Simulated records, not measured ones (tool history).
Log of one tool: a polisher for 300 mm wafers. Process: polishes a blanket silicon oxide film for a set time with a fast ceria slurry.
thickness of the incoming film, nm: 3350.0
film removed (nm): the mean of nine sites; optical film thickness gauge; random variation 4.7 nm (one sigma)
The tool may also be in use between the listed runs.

| run | hour | flow of slurry (ml/min) | pressure of the wafer on the pad (psi) | speed of the pad under the wafer (m/s) | polishing time (s) | film removed (nm) |
|---|---|---|---|---|---|---|
| 1 | 0.0 | 270 | 2.8 | 0.88 | 35 | 507.61 |
| 2 | 6.3 | 270 | 2.8 | 0.76 | 35 | 431.52 |
| 3 | 8.2 | 270 | 2.8 | 0.94 | 35 | 529.36 |
| 4 | 11.5 | 270 | 2.5 | 0.94 | 35 | 479.04 |
| 5 | 16.1 | 320 | 2.5 | 0.94 | 35 | 485.25 |
| 6 | 24.9 | 320 | 2.5 | 0.76 | 35 | 384.82 |
| 7 | 30.8 | 320 | 2.4 | 0.76 | 35 | 380.63 |

Run 8 comes next. What will it give?
| 8 | 35.4 | 320 | 2.4 | 0.76 | 35 | ? |

Run 8 gave film removed (nm) 382.78.
